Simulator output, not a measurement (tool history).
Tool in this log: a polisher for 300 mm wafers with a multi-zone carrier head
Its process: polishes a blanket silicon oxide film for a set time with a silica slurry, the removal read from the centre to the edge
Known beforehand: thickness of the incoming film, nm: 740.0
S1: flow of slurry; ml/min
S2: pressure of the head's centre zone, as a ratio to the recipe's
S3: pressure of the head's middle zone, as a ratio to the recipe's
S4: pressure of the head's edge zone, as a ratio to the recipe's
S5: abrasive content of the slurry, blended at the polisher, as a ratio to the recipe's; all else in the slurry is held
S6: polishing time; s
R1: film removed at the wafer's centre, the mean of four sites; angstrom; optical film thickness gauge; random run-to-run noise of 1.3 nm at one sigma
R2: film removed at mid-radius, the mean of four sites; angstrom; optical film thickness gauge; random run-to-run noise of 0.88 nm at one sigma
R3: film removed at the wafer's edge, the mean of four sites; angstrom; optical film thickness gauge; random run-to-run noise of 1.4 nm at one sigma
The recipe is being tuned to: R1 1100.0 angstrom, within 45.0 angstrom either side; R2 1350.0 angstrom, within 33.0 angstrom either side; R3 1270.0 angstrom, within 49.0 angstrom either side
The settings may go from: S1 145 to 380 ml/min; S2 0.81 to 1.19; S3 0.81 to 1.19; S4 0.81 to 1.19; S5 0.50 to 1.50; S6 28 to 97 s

run  hour   S1    S2    S3    S4    S5  S6      R1      R2      R3
  1   0.0  245  1.00  1.00  1.00  1.00  62  1616.7  1654.6  1684.6
  2   2.0  300  1.00  1.00  1.00  1.00  62  1698.4  1700.7  1694.9
  3   7.6  295  0.97  1.00  0.98  0.95  62  1538.5  1654.0  1620.9
  4  15.0  300  0.96  0.99  0.96  0.90  62  1486.6  1585.6  1535.6
  5  19.9  300  0.96  0.99  0.90  0.90  62  1500.8  1582.6  1532.2
     24.1  -- worn pad replaced by a new one
  6  24.1  305  0.94  0.98  0.89  0.85  62  1627.1  1741.6  1691.9
  7  24.8  295  0.95  1.00  0.94  0.80  62  1574.6  1692.6  1620.6
  8  33.5  295  0.94  1.00  0.94  0.80  59  1484.0  1596.7  1575.6
  9  34.2  305  0.93  1.01  0.93  0.80  56  1385.1  1554.9  1497.5
 10  39.9  310  0.92  1.01  0.92  0.80  54  1330.1  1483.9  1426.2
 11  40.7  310  0.91  1.01  0.92  0.80  53  1309.6  1455.1  1410.2
 12  42.8  310  0.90  1.02  0.92  0.80  52  1271.3  1427.2  1371.7
 13  48.4  310  0.90  1.02  0.92  0.80  52  1243.6  1430.3  1372.2
 14  52.5  310  0.90  1.02  0.92  0.80  52  1270.3  1454.0  1365.6
 15  54.7  310  0.89  1.02  0.92  0.80  51  1201.6  1401.6  1352.3
 16  59.1  310  0.89  1.02  0.92  0.80  50  1172.0  1373.7  1304.8
 17  65.2  300  0.87  1.02  0.91  0.85  50  1199.8  1436.3  1361.7
 18  70.3  300  0.87  1.03  0.91  0.80  50  1156.8  1399.5  1288.5
 19  75.8  295  0.87  1.03  0.91  0.80  50  1161.6  1399.8  1299.0
 20  82.6  290  0.87  1.03  0.91  0.80  50  1157.9  1398.9  1276.0
 21  85.2  290  0.86  1.02  0.91  0.80  50  1155.4  1379.4  1319.5

Exactly one of the 5 candidate moves below puts every result within its allowed miss. Which one?
  A  87.8  260  0.83  0.99  0.87  1.00  44   ?   ?   ?
  B  87.8  190  0.88  0.96  0.90  0.70  59   ?   ?   ?
  C  87.8  295  0.88  0.96  0.87  0.55  71   ?   ?   ?
  D  87.8  310  0.84  0.96  0.88  0.90  49   ?   ?   ?
  E  87.8  350  0.92  1.02  0.98  1.15  39   ?   ?   ?

move      R1      R2      R3
   A  1105.1  1336.2  1295.9
   B  1190.6  1327.7  1355.3
   C  1226.4  1360.3  1350.6
   D  1193.2  1386.7  1382.1
   E  1206.0  1343.0  1332.5
A: each result inside its tolerance
B: misses by more than the last run did
C: misses by more than the last run did
D: misses by more than the last run did
E: misses by more than the last run did
Correct choice: A, which meets every target

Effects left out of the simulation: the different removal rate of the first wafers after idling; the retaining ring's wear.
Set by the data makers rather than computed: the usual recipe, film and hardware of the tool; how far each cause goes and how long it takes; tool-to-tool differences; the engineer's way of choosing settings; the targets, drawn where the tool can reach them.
